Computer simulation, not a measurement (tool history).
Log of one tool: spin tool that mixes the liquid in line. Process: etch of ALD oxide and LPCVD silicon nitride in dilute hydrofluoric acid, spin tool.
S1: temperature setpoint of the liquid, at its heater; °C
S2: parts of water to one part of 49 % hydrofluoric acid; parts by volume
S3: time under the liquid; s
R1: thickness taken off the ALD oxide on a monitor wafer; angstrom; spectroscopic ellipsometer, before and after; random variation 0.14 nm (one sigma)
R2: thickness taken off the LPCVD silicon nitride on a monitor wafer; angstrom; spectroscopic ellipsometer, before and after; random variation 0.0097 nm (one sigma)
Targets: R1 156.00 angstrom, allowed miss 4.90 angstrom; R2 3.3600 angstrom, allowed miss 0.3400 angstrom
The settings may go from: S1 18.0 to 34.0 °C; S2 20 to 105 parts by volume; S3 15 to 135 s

run  hour    S1  S2  S3      R1      R2
  1   0.0  26.0  55  70  354.83  6.9945
  2   2.1  26.0  55  50  249.71  4.6624
  3   7.8  26.0  65  50  211.61  4.2104
  4  16.6  25.0  75  55  189.05  3.8731
  5  20.6  24.0  85  60  175.62  3.3844
  6  26.6  24.0  65  60  236.56  4.7089
  7  33.0  23.5  65  60  229.06  4.4403
  8  34.2  23.0  65  60  226.97  4.2289
  9  38.7  23.0  70  60  210.22  3.9329
 10  46.2  23.0  75  60  190.83  3.4859
 11  50.1  23.5  75  60  198.12  3.6618
 12  52.8  24.0  75  60  199.66  3.8240
 13  56.1  24.5  85  60  176.59  3.4340
 14  61.1  25.5  90  60  174.13  3.6125
 15  63.7  25.5  95  60  164.12  3.2357

Which of these 4 next moves meets every target?
  A  66.3  27.0  105  60   ?   ?
  B  66.3  24.5   90  60   ?   ?
  C  66.3  22.0   80  50   ?   ?
  D  66.3  25.0   95  65   ?   ?

move      R1      R2
   A  154.66  3.3107
   B  166.83  3.2788
   C  143.16  2.5965
   D  173.54  3.4796
A: meets every target
B: further off than the last run
C: takes the result that was furthest off past its target
D: further off than the last run
Move A is the one to make.

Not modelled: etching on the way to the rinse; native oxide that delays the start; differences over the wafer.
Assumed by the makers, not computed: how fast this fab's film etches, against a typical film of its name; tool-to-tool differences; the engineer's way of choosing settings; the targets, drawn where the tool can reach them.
